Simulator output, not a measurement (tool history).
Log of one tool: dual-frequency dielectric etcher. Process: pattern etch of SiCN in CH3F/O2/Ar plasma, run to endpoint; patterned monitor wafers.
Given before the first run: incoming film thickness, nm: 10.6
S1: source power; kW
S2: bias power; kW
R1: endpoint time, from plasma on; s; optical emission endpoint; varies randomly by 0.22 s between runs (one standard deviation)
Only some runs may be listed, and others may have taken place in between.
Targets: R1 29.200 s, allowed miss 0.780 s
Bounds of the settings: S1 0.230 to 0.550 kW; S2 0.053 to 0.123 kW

| run | day | S1 | S2 | R1 |
|---|---|---|---|---|
| 1 | 0.000 | 0.390 | 0.088 | 25.356 |
| 2 | 0.188 | 0.370 | 0.086 | 26.589 |
| 3 | 0.362 | 0.370 | 0.074 | 27.382 |
| 4 | 0.608 | 0.360 | 0.073 | 27.954 |
| 5 | 0.683 | 0.410 | 0.073 | 26.072 |
| 6 | 1.038 | 0.460 | 0.073 | 24.497 |
| 7 | 1.338 | 0.440 | 0.072 | 25.175 |
| 8 | 1.546 | 0.420 | 0.071 | 26.146 |
| 9 | 1.575 | 0.410 | 0.070 | 26.489 |
| 10 | 1.692 | 0.400 | 0.069 | 26.591 |

Below are 4 possible settings for the next run. Only one of them brings all results inside the allowed miss of their targets. Which is it?
| A | 1.808 | 0.440 | 0.076 | ? |
| B | 1.808 | 0.430 | 0.086 | ? |
| C | 1.808 | 0.480 | 0.083 | ? |
| D | 1.808 | 0.330 | 0.076 | ? |

| move | R1 |
|---|---|
| A | 24.385 |
| B | 23.757 |
| C | 22.697 |
| D | 28.629 |
A: the biggest miss grows against the last run
B: the biggest miss grows against the last run
C: the biggest miss grows against the last run
D: meets every target
Move D is the one to make.

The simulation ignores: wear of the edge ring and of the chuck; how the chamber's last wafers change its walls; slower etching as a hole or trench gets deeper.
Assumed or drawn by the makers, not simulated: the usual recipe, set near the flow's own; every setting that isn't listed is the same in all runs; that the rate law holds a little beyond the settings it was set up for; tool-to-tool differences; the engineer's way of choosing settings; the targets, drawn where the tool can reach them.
